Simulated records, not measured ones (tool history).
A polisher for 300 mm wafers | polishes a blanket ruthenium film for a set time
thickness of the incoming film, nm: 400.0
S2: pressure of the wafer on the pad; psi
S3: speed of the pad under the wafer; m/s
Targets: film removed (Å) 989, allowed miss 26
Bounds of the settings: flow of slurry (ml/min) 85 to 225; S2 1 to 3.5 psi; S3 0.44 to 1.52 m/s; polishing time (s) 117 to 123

{"run": 1, "hour": 0.0, "flow of slurry (ml/min)": 145, "S2": 2.2, "S3": 0.98, "polishing time (s)": 117, "film removed (Å)": 1566.6}
{"run": 2, "hour": 4.2, "flow of slurry (ml/min)": 145, "S2": 2.2, "S3": 0.98, "polishing time (s)": 123, "film removed (Å)": 1638.2}
{"run": 3, "hour": 7.7, "flow of slurry (ml/min)": 145, "S2": 2.7, "S3": 0.98, "polishing time (s)": 123, "film removed (Å)": 1972.2}
{"run": 4, "hour": 13.0, "flow of slurry (ml/min)": 145, "S2": 2.4, "S3": 0.98, "polishing time (s)": 123, "film removed (Å)": 1776.2}
{"run": 5, "hour": 20.2, "flow of slurry (ml/min)": 140, "S2": 2, "S3": 0.98, "polishing time (s)": 123, "film removed (Å)": 1499.4}
{"run": 6, "hour": 23.1, "flow of slurry (ml/min)": 140, "S2": 2, "S3": 0.88, "polishing time (s)": 123, "film removed (Å)": 1335.8}
{"run": 7, "hour": 23.9, "flow of slurry (ml/min)": 130, "S2": 1.8, "S3": 0.88, "polishing time (s)": 123, "film removed (Å)": 1195.1}
{"run": 8, "hour": 29.1, "flow of slurry (ml/min)": 120, "S2": 1.7, "S3": 0.88, "polishing time (s)": 123, "film removed (Å)": 1117.9}
{"run": 9, "hour": 30.7, "flow of slurry (ml/min)": 115, "S2": 1.7, "S3": 0.88, "polishing time (s)": 123, "film removed (Å)": 1121.6}
{"run": 10, "hour": 35.2, "flow of slurry (ml/min)": 105, "S2": 1.4, "S3": 0.88, "polishing time (s)": 123, "film removed (Å)": 913.05}
{"run": 11, "hour": 44.2, "flow of slurry (ml/min)": 110, "S2": 1.4, "S3": 0.88, "polishing time (s)": 123, "film removed (Å)": 917.33}
{"run": 12, "hour": 47.0, "flow of slurry (ml/min)": 115, "S2": 1.4, "S3": 0.88, "polishing time (s)": 123, "film removed (Å)": 932.24}
{"run": 13, "hour": 51.1, "flow of slurry (ml/min)": 115, "S2": 1.4, "S3": 0.88, "polishing time (s)": 123, "film removed (Å)": 916.63}
{"run": 14, "hour": 54.0, "flow of slurry (ml/min)": 120, "S2": 1.4, "S3": 0.88, "polishing time (s)": 123, "film removed (Å)": 922.9}
{"hour": 59.8, "done": "head pressure recalibrated"}
{"run": 15, "hour": 59.8, "flow of slurry (ml/min)": 120, "S2": 1.5, "S3": 0.88, "polishing time (s)": 123, "film removed (Å)": 1067.3}
{"run": 16, "hour": 62.1, "flow of slurry (ml/min)": 115, "S2": 1.5, "S3": 0.88, "polishing time (s)": 123, "film removed (Å)": 1037.7}
{"run": 17, "hour": 65.0, "flow of slurry (ml/min)": 95, "S2": 1.5, "S3": 0.88, "polishing time (s)": 123, "film removed (Å)": 1018.6}
{"run": 18, "hour": 70.8, "flow of slurry (ml/min)": 90, "S2": 1.4, "S3": 0.88, "polishing time (s)": 123, "film removed (Å)": 932.7}

4 next moves are on the table. One of them brings every result within its allowed miss. Which?
{"run": "A", "hour": 76.6, "flow of slurry (ml/min)": 90, "S2": 1.5, "S3": 0.88, "polishing time (s)": 122, "film removed (Å)": "?"}
{"run": "B", "hour": 76.6, "flow of slurry (ml/min)": 95, "S2": 1.3, "S3": 0.9, "polishing time (s)": 123, "film removed (Å)": "?"}
{"run": "C", "hour": 76.6, "flow of slurry (ml/min)": 115, "S2": 1.1, "S3": 1, "polishing time (s)": 117, "film removed (Å)": "?"}
{"run": "D", "hour": 76.6, "flow of slurry (ml/min)": 105, "S2": 1.3, "S3": 0.9, "polishing time (s)": 117, "film removed (Å)": "?"}

move=A film_removed_(Å)=1000.2
move=B film_removed_(Å)=909.14
move=C film_removed_(Å)=848.32
move=D film_removed_(Å)=882.04
A: meets every target
B: further off than the last run
C: further off than the last run
D: further off than the last run
Answer: A

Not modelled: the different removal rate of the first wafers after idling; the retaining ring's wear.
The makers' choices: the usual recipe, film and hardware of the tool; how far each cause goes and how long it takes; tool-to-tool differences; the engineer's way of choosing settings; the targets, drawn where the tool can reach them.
